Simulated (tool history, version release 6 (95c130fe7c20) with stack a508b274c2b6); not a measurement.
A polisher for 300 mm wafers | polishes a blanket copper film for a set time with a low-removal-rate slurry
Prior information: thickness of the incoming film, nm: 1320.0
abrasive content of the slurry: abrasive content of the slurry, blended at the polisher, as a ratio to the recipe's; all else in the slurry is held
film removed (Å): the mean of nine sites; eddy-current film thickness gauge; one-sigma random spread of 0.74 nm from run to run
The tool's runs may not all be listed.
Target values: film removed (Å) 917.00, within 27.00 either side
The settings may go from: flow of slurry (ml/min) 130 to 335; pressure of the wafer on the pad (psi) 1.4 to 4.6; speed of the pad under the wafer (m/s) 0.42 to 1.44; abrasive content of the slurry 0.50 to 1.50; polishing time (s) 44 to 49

run	hour	flow of slurry (ml/min)	pressure of the wafer on the pad (psi)	speed of the pad under the wafer (m/s)	abrasive content of the slurry	polishing time (s)	film removed (Å)
1	0.0	215	3.0	0.92	1.00	49	1248.90
2	6.4	170	3.0	0.92	1.00	49	1188.70
3	13.9	170	3.0	0.92	0.90	49	1181.20
4	19.9	165	2.8	0.92	0.90	49	1128.80
5	24.1	165	2.8	0.92	1.00	49	1143.60
6	29.1	165	2.8	1.10	1.00	49	1283.90
7	31.2	160	2.5	1.10	1.00	49	1177.30
8	39.9	160	2.3	1.10	1.00	49	1101.00
9	43.4	160	2.1	1.10	1.00	49	1047.80
10	48.7	155	1.6	1.10	1.00	49	852.11
11	50.8	185	1.8	1.10	1.00	49	943.96

Next run, 4 choices. One meets every target within its allowed miss, the rest don't. Which?
A	52.9	195	2.1	1.04	0.90	49	?
B	52.9	215	1.9	1.06	1.05	45	?
C	52.9	205	1.9	1.10	1.05	48	?
D	52.9	170	1.5	1.24	1.15	46	?

move	film removed (Å)
A	1002.00
B	907.02
C	989.16
D	870.52
A: further off than the last run
B: meets every target
C: further off than the last run
D: moves the result that the last run missed by most past its target, out the other side
Go with B: it meets all targets.
